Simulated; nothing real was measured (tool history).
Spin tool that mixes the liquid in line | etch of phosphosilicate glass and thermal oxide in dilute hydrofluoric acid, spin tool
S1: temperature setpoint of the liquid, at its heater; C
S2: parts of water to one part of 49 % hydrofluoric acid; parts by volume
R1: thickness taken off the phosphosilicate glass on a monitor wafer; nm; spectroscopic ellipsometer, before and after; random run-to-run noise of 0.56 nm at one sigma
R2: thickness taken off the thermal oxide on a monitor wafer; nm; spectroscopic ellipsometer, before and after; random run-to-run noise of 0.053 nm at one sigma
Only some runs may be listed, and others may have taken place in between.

{"run": 1, "hour": 0.0, "S1": 21.0, "S2": 105, "time under the liquid (s)": 80, "R1": 56.822, "R2": 3.8948}
{"run": 2, "hour": 4.8, "S1": 21.0, "S2": 105, "time under the liquid (s)": 95, "R1": 67.967, "R2": 4.6601}
{"run": 3, "hour": 9.3, "S1": 22.0, "S2": 105, "time under the liquid (s)": 95, "R1": 71.138, "R2": 4.8431}
{"run": 4, "hour": 10.8, "S1": 22.0, "S2": 105, "time under the liquid (s)": 130, "R1": 98.025, "R2": 6.5671}
{"run": 5, "hour": 19.2, "S1": 24.5, "S2": 105, "time under the liquid (s)": 130, "R1": 107.25, "R2": 7.3968}
{"run": 6, "hour": 27.0, "S1": 22.5, "S2": 110, "time under the liquid (s)": 130, "R1": 95.04, "R2": 6.347}
{"run": 7, "hour": 29.7, "S1": 21.5, "S2": 110, "time under the liquid (s)": 130, "R1": 90.365, "R2": 6.0979}
{"run": 8, "hour": 38.4, "S1": 20.5, "S2": 110, "time under the liquid (s)": 130, "R1": 87.27, "R2": 5.8102}
{"run": 9, "hour": 42.5, "S1": 20.0, "S2": 110, "time under the liquid (s)": 130, "R1": 85.52, "R2": 5.7654}
{"run": 10, "hour": 48.1, "S1": 20.0, "S2": 110, "time under the liquid (s)": 130, "R1": 85.488, "R2": 5.7999}
{"run": 11, "hour": 54.1, "S1": 19.0, "S2": 110, "time under the liquid (s)": 130, "R1": 82.332, "R2": 5.5408}
{"run": 12, "hour": 61.9, "S1": 18.5, "S2": 110, "time under the liquid (s)": 130, "R1": 81.205, "R2": 5.3136}
{"hour": 67.3, "done": "thermometer replaced"}
{"run": 13, "hour": 67.3, "S1": 19.0, "S2": 115, "time under the liquid (s)": 130, "R1": 72.02, "R2": 4.8492}

For run 14, what comes out?
{"run": 14, "hour": 69.6, "S1": 19.5, "S2": 115, "time under the liquid (s)": 130, "R1": "?", "R2": "?"}

For run 14 the tool returned R1 71.937 nm, R2 4.8997 nm.
